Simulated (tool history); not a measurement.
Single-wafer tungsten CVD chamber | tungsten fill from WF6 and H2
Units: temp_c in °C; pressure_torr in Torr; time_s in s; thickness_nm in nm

run  hour  temp_c  pressure_torr  time_s  thickness_nm
  1   0.0     385           40.4    16.2        39.457
  2   8.2     382           39.7    16.2        36.975
  3  10.6     382           39.7    16.2        37.058
  4  12.2     390           39.7    16.2        42.523
  5  20.6     390           32.5    16.2        37.770
     29.1  -- capacitance manometer re-zeroed and calibrated
  6  29.1     387           32.4    16.2        36.638
  7  30.1     384           32.0    16.2        34.606
  8  33.9     381           31.6    16.2        32.334

Run 9 comes next. What will it give?
  9  37.5     379           31.6    16.2             ?

thickness_nm: 31.249 nm

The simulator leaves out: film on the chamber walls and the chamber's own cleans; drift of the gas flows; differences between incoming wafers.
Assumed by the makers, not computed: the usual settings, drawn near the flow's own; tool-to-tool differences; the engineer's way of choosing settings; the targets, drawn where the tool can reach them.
